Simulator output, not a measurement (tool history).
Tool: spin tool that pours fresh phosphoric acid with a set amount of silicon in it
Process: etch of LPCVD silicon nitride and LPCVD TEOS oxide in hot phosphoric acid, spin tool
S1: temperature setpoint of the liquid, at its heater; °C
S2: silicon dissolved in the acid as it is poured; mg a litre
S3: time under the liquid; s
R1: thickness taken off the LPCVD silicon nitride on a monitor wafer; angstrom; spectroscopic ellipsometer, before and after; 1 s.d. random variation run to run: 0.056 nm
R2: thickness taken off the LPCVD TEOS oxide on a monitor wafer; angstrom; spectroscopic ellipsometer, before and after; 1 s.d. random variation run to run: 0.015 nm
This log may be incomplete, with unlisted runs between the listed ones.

run,hour,S1,S2,S3,R1,R2
1,0.0,163.0,26.5,180,161.510,3.3005
2,5.1,161.5,26.5,180,154.760,3.0138
3,10.0,161.0,26.0,170,143.220,2.7690
4,17.9,160.5,25.5,165,136.030,2.3926
5,24.0,160.5,25.5,100,83.073,1.6939
6,31.8,161.0,26.5,100,84.183,1.5668
7,39.5,161.5,27.0,100,85.154,1.5835
8,43.6,162.0,27.0,100,87.387,1.6040

Run 9 has not been measured yet. What should we expect?
9,47.6,162.5,26.5,100,?,?

{"run 9": {"R1": 88.438, "R2": 1.6959}}
